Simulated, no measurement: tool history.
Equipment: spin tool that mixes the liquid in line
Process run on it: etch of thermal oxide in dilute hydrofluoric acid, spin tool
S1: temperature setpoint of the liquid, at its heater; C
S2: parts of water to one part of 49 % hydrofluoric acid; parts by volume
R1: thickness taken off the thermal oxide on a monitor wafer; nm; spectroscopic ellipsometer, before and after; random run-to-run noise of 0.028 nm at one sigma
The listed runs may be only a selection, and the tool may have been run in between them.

{"run": 1, "hour": 0.0, "S1": 24.0, "S2": 200, "time under the liquid (s)": 75, "R1": 1.4411}
{"run": 2, "hour": 1.8, "S1": 24.0, "S2": 135, "time under the liquid (s)": 75, "R1": 2.303}
{"run": 3, "hour": 9.9, "S1": 24.0, "S2": 65, "time under the liquid (s)": 75, "R1": 5.1067}
{"run": 4, "hour": 15.6, "S1": 24.0, "S2": 120, "time under the liquid (s)": 75, "R1": 2.6445}
{"run": 5, "hour": 23.4, "S1": 26.5, "S2": 110, "time under the liquid (s)": 75, "R1": 3.1824}
{"run": 6, "hour": 26.7, "S1": 26.5, "S2": 110, "time under the liquid (s)": 55, "R1": 2.3285}
{"run": 7, "hour": 30.1, "S1": 24.0, "S2": 95, "time under the liquid (s)": 55, "R1": 2.483}

Run 8, settings as shown, results not yet in. Your forecast:
{"run": 8, "hour": 37.1, "S1": 26.5, "S2": 85, "time under the liquid (s)": 55, "R1": "?"}

R1: 3.1263 nm
